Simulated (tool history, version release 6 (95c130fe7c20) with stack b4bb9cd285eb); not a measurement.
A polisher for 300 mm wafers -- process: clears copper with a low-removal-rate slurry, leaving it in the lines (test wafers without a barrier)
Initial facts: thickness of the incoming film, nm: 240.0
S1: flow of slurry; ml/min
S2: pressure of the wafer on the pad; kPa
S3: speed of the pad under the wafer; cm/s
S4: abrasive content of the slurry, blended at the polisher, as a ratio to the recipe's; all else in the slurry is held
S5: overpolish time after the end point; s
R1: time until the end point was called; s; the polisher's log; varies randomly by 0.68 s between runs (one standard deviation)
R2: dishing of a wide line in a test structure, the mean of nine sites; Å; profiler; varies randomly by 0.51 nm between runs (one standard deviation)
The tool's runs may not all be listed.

{"run": 1, "hour": 0.0, "S1": 205, "S2": 19.3, "S3": 88, "S4": 1.0, "S5": 13, "R1": 100.58, "R2": 216.65}
{"run": 2, "hour": 6.5, "S1": 205, "S2": 20.0, "S3": 88, "S4": 1.0, "S5": 13, "R1": 97.141, "R2": 227.82}
{"run": 3, "hour": 15.2, "S1": 205, "S2": 20.7, "S3": 88, "S4": 1.0, "S5": 13, "R1": 93.891, "R2": 235.14}
{"run": 4, "hour": 24.0, "S1": 205, "S2": 20.7, "S3": 88, "S4": 1.1, "S5": 13, "R1": 91.429, "R2": 239.56}
{"run": 5, "hour": 26.0, "S1": 185, "S2": 20.7, "S3": 88, "S4": 1.1, "S5": 13, "R1": 92.05, "R2": 238.23}
{"run": 6, "hour": 32.1, "S1": 185, "S2": 20.7, "S3": 88, "S4": 0.9, "S5": 13, "R1": 96.185, "R2": 226.12}
{"run": 7, "hour": 37.9, "S1": 185, "S2": 21.4, "S3": 88, "S4": 0.9, "S5": 13, "R1": 97.754, "R2": 230.23}
{"run": 8, "hour": 38.9, "S1": 190, "S2": 22.1, "S3": 88, "S4": 0.9, "S5": 13, "R1": 92.301, "R2": 242.83}
{"run": 9, "hour": 46.3, "S1": 210, "S2": 27.6, "S3": 88, "S4": 0.9, "S5": 16, "R1": 73.212, "R2": 364.34}

Expected results for the next run?
{"run": 10, "hour": 49.6, "S1": 210, "S2": 29.0, "S3": 88, "S4": 0.9, "S5": 16, "R1": "?", "R2": "?"}

R1: 69.641 s
R2: 383.63 Å
